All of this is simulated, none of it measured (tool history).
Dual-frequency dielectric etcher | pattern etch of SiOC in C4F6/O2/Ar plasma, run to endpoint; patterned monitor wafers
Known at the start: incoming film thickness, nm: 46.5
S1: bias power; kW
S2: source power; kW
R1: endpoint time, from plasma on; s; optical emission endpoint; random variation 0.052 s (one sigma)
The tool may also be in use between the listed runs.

Run 1, hour 0: S1 0.543 kW, S2 0.34 kW. Result: R1 16.038 s.
Run 2, hour 0.8: S1 0.584 kW, S2 0.35 kW. Result: R1 15.444 s.
Run 3, hour 4.2: S1 0.611 kW, S2 0.35 kW. Result: R1 15.245 s.
Run 4, hour 11.6: S1 0.564 kW, S2 0.35 kW. Result: R1 15.761 s.
Run 5, hour 20.5: S1 0.598 kW, S2 0.36 kW. Result: R1 15.258 s.
Run 6, hour 25: S1 0.598 kW, S2 0.34 kW. Result: R1 15.572 s.

Forecast run 7:
Run 7, hour 25.8: S1 0.63 kW, S2 0.35 kW. Result: R1 ?.

Run 7 gave R1 15.132 s.
